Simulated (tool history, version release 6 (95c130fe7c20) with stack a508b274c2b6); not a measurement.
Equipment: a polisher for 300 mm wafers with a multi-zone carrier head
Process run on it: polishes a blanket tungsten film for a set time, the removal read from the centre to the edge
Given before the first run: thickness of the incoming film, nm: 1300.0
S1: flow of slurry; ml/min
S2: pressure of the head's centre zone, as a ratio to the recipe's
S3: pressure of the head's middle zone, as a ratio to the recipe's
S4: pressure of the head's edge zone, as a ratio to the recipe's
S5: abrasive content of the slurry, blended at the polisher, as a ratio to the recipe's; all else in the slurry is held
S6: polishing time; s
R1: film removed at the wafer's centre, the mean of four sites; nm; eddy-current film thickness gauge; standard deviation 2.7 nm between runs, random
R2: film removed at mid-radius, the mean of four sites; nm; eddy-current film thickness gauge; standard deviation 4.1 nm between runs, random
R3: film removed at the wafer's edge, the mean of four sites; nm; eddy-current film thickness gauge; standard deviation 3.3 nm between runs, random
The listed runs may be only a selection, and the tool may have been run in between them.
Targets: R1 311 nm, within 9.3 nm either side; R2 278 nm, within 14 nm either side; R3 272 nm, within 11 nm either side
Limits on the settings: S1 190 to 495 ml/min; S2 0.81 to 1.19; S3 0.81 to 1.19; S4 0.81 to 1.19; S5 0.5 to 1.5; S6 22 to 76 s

run,hour,S1,S2,S3,S4,S5,S6,R1,R2,R3
1,0,320,1,1,1,1,49,384.69,384.25,377.32
2,5.1,320,1.01,0.99,0.98,0.9,48,366.39,365.91,347.55
3,11.1,320,1.01,0.96,0.97,0.85,48,363.11,350.91,348.69
4,14.3,320,1.01,0.96,0.89,0.85,48,360.49,338.76,345.03
5,19,320,1.02,0.96,0.89,0.8,47,354.71,329.34,332.11
6,20.2,320,1.02,0.96,0.89,0.8,37,278.46,262.57,258.63
7,22.4,325,1.03,0.96,0.89,0.85,37,282.8,265.78,263.41
8,25.1,325,1.04,0.96,0.89,0.85,37,285.47,267.63,264.2

5 candidate next runs follow, results not yet known. Just one meets every target within its allowed miss. Identify it.
A,27.8,300,0.98,0.81,0.81,0.9,40,?,?,?
B,27.8,275,1.1,0.86,0.81,0.5,47,?,?,?
C,27.8,315,0.93,1.01,0.91,0.85,36,?,?,?
D,27.8,195,0.98,0.86,0.87,1.15,38,?,?,?
E,27.8,310,1.07,0.93,0.81,0.65,42,?,?,?

move,R1,R2,R3
A,293.08,249.16,280.46
B,328.77,264.55,284.17
C,250.02,267.03,260.42
D,276.14,248.22,277.26
E,309.51,271.99,272.65
A: moves toward the targets from the last run without getting all of them in spec
B: takes the result that was furthest off past its target
C: lands further from the targets than the last run did
D: lands further from the targets than the last run did
E: in spec on every target
Move E is the one to make.
